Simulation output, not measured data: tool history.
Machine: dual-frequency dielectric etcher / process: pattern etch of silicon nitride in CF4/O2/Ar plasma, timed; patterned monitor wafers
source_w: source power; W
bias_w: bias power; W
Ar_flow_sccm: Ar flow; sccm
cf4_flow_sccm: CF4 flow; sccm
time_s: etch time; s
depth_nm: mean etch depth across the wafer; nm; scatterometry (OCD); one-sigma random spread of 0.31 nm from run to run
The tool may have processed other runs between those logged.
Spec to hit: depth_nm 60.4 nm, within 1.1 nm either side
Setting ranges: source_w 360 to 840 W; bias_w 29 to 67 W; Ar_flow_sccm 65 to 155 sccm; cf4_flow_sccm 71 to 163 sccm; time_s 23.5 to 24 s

| run | hour | source_w | bias_w | Ar_flow_sccm | cf4_flow_sccm | time_s | depth_nm |
|---|---|---|---|---|---|---|---|
| 1 | 0 | 600 | 48 | 110 | 117 | 23.5 | 48.925 |
| 2 | 3.4 | 510 | 48 | 110 | 117 | 23.5 | 41.014 |
| 3 | 7.4 | 510 | 48 | 95 | 117 | 23.5 | 41.077 |
| 4 | 12.8 | 540 | 48 | 95 | 117 | 23.5 | 43.91 |
| 5 | 20.5 | 570 | 48 | 95 | 117 | 23.5 | 46.584 |
| 6 | 22.5 | 590 | 48 | 95 | 117 | 23.5 | 48.117 |
| 7 | 27.2 | 610 | 48 | 95 | 117 | 23.5 | 49.653 |
| 8 | 29.3 | 630 | 48 | 95 | 117 | 23.5 | 52.559 |

Pick the move, out of 5, that brings all results within their allowed miss; only one does.
| A | 31.4 | 560 | 44 | 98 | 122 | 23.5 | ? |
| B | 31.4 | 690 | 61 | 115 | 120 | 24 | ? |
| C | 31.4 | 700 | 49 | 95 | 119 | 24 | ? |
| D | 31.4 | 670 | 50 | 125 | 95 | 24 | ? |
| E | 31.4 | 520 | 51 | 90 | 115 | 23.5 | ? |

| move | depth_nm |
|---|---|
| A | 43.992 |
| B | 65.037 |
| C | 60.029 |
| D | 54.855 |
| E | 43.809 |
A: moves away from the targets compared with the last run
B: takes the result that was furthest off past its target
C: all results in spec
D: an improvement on the last run, though not all results are within tolerance
E: moves away from the targets compared with the last run
So the answer is move C, the one that meets all the targets.

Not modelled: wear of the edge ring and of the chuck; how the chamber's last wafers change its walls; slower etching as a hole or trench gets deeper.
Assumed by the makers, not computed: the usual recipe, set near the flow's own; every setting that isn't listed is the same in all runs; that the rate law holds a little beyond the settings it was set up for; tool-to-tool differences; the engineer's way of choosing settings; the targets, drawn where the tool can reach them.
